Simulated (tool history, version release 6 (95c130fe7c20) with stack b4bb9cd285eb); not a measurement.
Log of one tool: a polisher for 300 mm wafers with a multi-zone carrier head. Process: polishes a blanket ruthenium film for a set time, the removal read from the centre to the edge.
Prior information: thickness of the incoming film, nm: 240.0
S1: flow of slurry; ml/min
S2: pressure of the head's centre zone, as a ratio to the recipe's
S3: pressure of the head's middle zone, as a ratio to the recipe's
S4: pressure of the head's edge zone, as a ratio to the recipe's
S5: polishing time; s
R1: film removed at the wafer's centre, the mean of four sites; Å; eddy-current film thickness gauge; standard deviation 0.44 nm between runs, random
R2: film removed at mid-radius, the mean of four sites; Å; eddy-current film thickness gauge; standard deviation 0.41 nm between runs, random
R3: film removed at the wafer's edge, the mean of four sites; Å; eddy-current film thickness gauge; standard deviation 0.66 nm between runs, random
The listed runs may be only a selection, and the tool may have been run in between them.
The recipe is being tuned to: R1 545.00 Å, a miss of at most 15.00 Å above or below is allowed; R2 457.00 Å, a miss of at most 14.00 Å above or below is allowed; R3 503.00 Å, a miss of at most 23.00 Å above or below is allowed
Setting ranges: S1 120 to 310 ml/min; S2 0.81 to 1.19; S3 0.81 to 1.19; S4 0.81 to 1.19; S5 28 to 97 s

{"run": 1, "hour": 0.0, "S1": 200, "S2": 1.0, "S3": 1.0, "S4": 1.0, "S5": 62, "R1": 865.95, "R2": 839.7, "R3": 864.41}
{"run": 2, "hour": 5.5, "S1": 195, "S2": 1.0, "S3": 0.96, "S4": 0.96, "S5": 55, "R1": 762.6, "R2": 715.78, "R3": 751.59}
{"run": 3, "hour": 7.5, "S1": 190, "S2": 1.0, "S3": 0.93, "S4": 0.93, "S5": 50, "R1": 691.81, "R2": 638.93, "R3": 655.22}
{"run": 4, "hour": 8.2, "S1": 190, "S2": 1.07, "S3": 0.93, "S4": 0.93, "S5": 50, "R1": 737.19, "R2": 643.15, "R3": 679.08}
{"run": 5, "hour": 11.8, "S1": 180, "S2": 1.06, "S3": 0.9, "S4": 0.92, "S5": 47, "R1": 673.5, "R2": 578.05, "R3": 617.22}
{"run": 6, "hour": 18.6, "S1": 180, "S2": 1.06, "S3": 0.98, "S4": 0.92, "S5": 47, "R1": 681.56, "R2": 611.02, "R3": 618.84}
{"run": 7, "hour": 23.7, "S1": 165, "S2": 1.05, "S3": 0.94, "S4": 0.91, "S5": 45, "R1": 639.67, "R2": 561.46, "R3": 591.3}
{"run": 8, "hour": 26.7, "S1": 155, "S2": 1.04, "S3": 0.92, "S4": 0.89, "S5": 44, "R1": 603.24, "R2": 540.14, "R3": 564.86}
{"run": 9, "hour": 32.2, "S1": 150, "S2": 1.05, "S3": 0.9, "S4": 0.88, "S5": 43, "R1": 598.15, "R2": 505.82, "R3": 547.62}
{"run": 10, "hour": 40.6, "S1": 145, "S2": 1.04, "S3": 0.89, "S4": 0.87, "S5": 43, "R1": 584.27, "R2": 495.58, "R3": 556.08}
{"run": 11, "hour": 43.0, "S1": 145, "S2": 1.04, "S3": 0.89, "S4": 0.86, "S5": 42, "R1": 561.9, "R2": 487.53, "R3": 528.33}
{"run": 12, "hour": 47.3, "S1": 140, "S2": 1.04, "S3": 0.88, "S4": 0.85, "S5": 42, "R1": 565.34, "R2": 481.07, "R3": 515.08}
{"run": 13, "hour": 56.0, "S1": 135, "S2": 1.04, "S3": 0.87, "S4": 0.85, "S5": 42, "R1": 559.89, "R2": 468.48, "R3": 527.64}
{"run": 14, "hour": 63.5, "S1": 135, "S2": 1.04, "S3": 0.87, "S4": 0.84, "S5": 42, "R1": 568.41, "R2": 481.92, "R3": 506.52}

Exactly one of the 4 candidate moves below puts every result within its allowed miss. Which one?
{"run": "A", "hour": 71.0, "S1": 120, "S2": 1.04, "S3": 0.85, "S4": 0.9, "S5": 40, "R1": "?", "R2": "?", "R3": "?"}
{"run": "B", "hour": 71.0, "S1": 120, "S2": 1.12, "S3": 0.86, "S4": 0.91, "S5": 40, "R1": "?", "R2": "?", "R3": "?"}
{"run": "C", "hour": 71.0, "S1": 175, "S2": 1.01, "S3": 0.83, "S4": 0.82, "S5": 40, "R1": "?", "R2": "?", "R3": "?"}
{"run": "D", "hour": 71.0, "S1": 175, "S2": 1.05, "S3": 0.85, "S4": 0.81, "S5": 36, "R1": "?", "R2": "?", "R3": "?"}

move=A R1=509.55 R2=428.64 R3=494.41
move=B R1=549.07 R2=432.23 R3=496.65
move=C R1=547.07 R2=460.18 R3=506.87
move=D R1=512.08 R2=421.50 R3=453.86
A: takes the biggest miss from the last run beyond its target
B: takes the biggest miss from the last run beyond its target
C: meets every target
D: takes the biggest miss from the last run beyond its target
C is the move that brings every result within its allowed miss.
